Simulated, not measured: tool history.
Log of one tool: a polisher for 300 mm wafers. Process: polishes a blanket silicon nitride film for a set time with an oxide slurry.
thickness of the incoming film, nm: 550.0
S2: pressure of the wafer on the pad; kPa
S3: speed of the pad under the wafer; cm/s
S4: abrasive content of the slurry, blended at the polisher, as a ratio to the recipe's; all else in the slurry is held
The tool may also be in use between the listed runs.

{"run": 1, "hour": 0.0, "flow of slurry (ml/min)": 235, "S2": 32.4, "S3": 114, "S4": 1.0, "polishing time (s)": 21, "film removed (nm)": 24.159}
{"run": 2, "hour": 2.0, "flow of slurry (ml/min)": 235, "S2": 33.8, "S3": 114, "S4": 1.0, "polishing time (s)": 21, "film removed (nm)": 24.594}
{"run": 3, "hour": 10.1, "flow of slurry (ml/min)": 235, "S2": 35.9, "S3": 114, "S4": 1.0, "polishing time (s)": 21, "film removed (nm)": 26.582}
{"run": 4, "hour": 15.8, "flow of slurry (ml/min)": 265, "S2": 35.9, "S3": 114, "S4": 1.0, "polishing time (s)": 21, "film removed (nm)": 27.271}
{"run": 5, "hour": 23.7, "flow of slurry (ml/min)": 265, "S2": 35.9, "S3": 136, "S4": 1.0, "polishing time (s)": 21, "film removed (nm)": 30.446}
{"run": 6, "hour": 28.6, "flow of slurry (ml/min)": 265, "S2": 36.5, "S3": 136, "S4": 1.0, "polishing time (s)": 21, "film removed (nm)": 32.044}

The next listed run, before its measurement:
{"run": 7, "hour": 33.2, "flow of slurry (ml/min)": 265, "S2": 37.2, "S3": 136, "S4": 1.0, "polishing time (s)": 21, "film removed (nm)": "?"}

{"run 7": {"film removed (nm)": 32.488}}
